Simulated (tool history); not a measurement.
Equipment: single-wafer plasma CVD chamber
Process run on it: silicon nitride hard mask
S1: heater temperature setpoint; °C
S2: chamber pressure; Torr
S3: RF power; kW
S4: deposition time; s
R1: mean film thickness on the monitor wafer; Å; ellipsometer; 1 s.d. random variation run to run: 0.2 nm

Run 1, day 0.000: S1 395 °C, S2 1.14 Torr, S3 0.375 kW, S4 49.5 s. Result: R1 606.00 Å.
Run 2, day 0.075: S1 395 °C, S2 1.11 Torr, S3 0.370 kW, S4 49.4 s. Result: R1 590.57 Å.
Run 3, day 0.225: S1 387 °C, S2 1.11 Torr, S3 0.370 kW, S4 49.4 s. Result: R1 594.65 Å.
Run 4, day 0.408: S1 394 °C, S2 1.11 Torr, S3 0.370 kW, S4 49.4 s. Result: R1 595.57 Å.
Run 5, day 0.446: S1 394 °C, S2 1.08 Torr, S3 0.365 kW, S4 49.3 s. Result: R1 581.35 Å.
Run 6, day 0.625: S1 394 °C, S2 1.05 Torr, S3 0.360 kW, S4 49.3 s. Result: R1 565.44 Å.

Forecast run 7:
Run 7, day 0.742: S1 394 °C, S2 1.03 Torr, S3 0.360 kW, S4 49.3 s. Result: R1 ?.

{"run 7": {"R1": 569.05}}
